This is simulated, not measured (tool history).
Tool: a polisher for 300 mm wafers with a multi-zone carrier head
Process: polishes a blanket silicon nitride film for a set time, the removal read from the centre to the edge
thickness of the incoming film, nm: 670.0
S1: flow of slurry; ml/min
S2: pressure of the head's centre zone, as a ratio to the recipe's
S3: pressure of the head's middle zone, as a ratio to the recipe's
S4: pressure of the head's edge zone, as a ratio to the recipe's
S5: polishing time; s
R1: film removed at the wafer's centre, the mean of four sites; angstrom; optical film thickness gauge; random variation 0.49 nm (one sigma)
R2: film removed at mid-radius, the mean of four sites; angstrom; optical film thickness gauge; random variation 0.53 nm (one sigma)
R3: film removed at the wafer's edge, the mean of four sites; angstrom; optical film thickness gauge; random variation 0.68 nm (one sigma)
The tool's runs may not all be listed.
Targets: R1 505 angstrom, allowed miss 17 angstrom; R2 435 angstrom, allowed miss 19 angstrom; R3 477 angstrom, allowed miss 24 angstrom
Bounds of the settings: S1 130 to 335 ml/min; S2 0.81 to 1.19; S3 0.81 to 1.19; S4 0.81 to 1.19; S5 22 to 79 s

run 1 hour=0 | S1=215 S2=1 S3=1 S4=1 S5=50 | R1=608.98 R2=625.01 R3=604.74
run 2 hour=0.6 | S1=215 S2=1 S3=0.96 S4=1 S5=50 | R1=606.29 R2=585.93 R3=600.11
run 3 hour=8.1 | S1=215 S2=1 S3=0.96 S4=1.07 S5=50 | R1=606.07 R2=582.21 R3=634.62
run 4 hour=9.7 | S1=210 S2=1 S3=0.92 S4=1.02 S5=48 | R1=592.8 R2=533.59 R3=592.96
run 5 hour=13.2 | S1=205 S2=0.98 S3=0.9 S4=0.98 S5=46 | R1=541.71 R2=524.13 R3=544.49
run 6 hour=16.4 | S1=255 S2=0.98 S3=0.9 S4=0.98 S5=46 | R1=562.33 R2=521.9 R3=565.64
run 7 hour=23.7 | S1=250 S2=1.01 S3=0.83 S4=0.9 S5=38 | R1=477.23 R2=400.22 R3=446.28
run 8 hour=30.7 | S1=255 S2=1.01 S3=0.85 S4=0.91 S5=38 | R1=482.61 R2=407.98 R3=444.22
run 9 hour=37.8 | S1=260 S2=1.01 S3=0.86 S4=0.93 S5=38 | R1=482.4 R2=411.89 R3=454.97
run 10 hour=46.6 | S1=265 S2=1.01 S3=0.87 S4=0.94 S5=38 | R1=477.93 R2=414.99 R3=454.93

4 next moves are on the table. One of them brings every result within its allowed miss. Which?
run A hour=55.4 | S1=270 S2=1.01 S3=0.84 S4=0.93 S5=40 | R1=? R2=? R3=?
run B hour=55.4 | S1=280 S2=0.84 S3=0.87 S4=1.03 S5=40 | R1=? R2=? R3=?
run C hour=55.4 | S1=240 S2=1.05 S3=1.02 S4=0.87 S5=36 | R1=? R2=? R3=?
run D hour=55.4 | S1=300 S2=1.02 S3=0.85 S4=0.9 S5=37 | R1=? R2=? R3=?

move=A R1=501.29 R2=429.41 R3=475.26
move=B R1=425.58 R2=443.05 R3=500.11
move=C R1=462.19 R2=445.36 R3=410.36
move=D R1=472.91 R2=404.69 R3=436.07
A: meets every target
B: further off than the last run
C: further off than the last run
D: further off than the last run
Move A is the one to make.
